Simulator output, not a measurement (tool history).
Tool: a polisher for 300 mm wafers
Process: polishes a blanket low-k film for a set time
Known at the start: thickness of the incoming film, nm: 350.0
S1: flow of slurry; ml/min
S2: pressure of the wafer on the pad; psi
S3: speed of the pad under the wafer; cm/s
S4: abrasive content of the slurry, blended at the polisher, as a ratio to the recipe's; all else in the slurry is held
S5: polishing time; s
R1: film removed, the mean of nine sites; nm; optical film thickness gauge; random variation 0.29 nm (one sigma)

Run 1, hour 0: S1 305 ml/min, S2 1.4 psi, S3 124 cm/s, S4 1, S5 80 s. Result: R1 29.628 nm.
Run 2, hour 0.8: S1 305 ml/min, S2 1.4 psi, S3 98 cm/s, S4 1, S5 80 s. Result: R1 25.36 nm.
Run 3, hour 6.5: S1 305 ml/min, S2 1.7 psi, S3 98 cm/s, S4 1, S5 80 s. Result: R1 29.924 nm.
Run 4, hour 11.1: S1 305 ml/min, S2 1.6 psi, S3 96 cm/s, S4 1, S5 80 s. Result: R1 28.384 nm.
Run 5, hour 13: S1 305 ml/min, S2 1.6 psi, S3 96 cm/s, S4 1, S5 80 s. Result: R1 28.405 nm.
Run 6, hour 14.5: S1 250 ml/min, S2 1.6 psi, S3 96 cm/s, S4 1, S5 80 s. Result: R1 27.888 nm.

Run 7 comes next. What will it give?
Run 7, hour 20.3: S1 250 ml/min, S2 1.5 psi, S3 94 cm/s, S4 1, S5 80 s. Result: R1 ?.

Run 7 gave R1 25.128 nm.
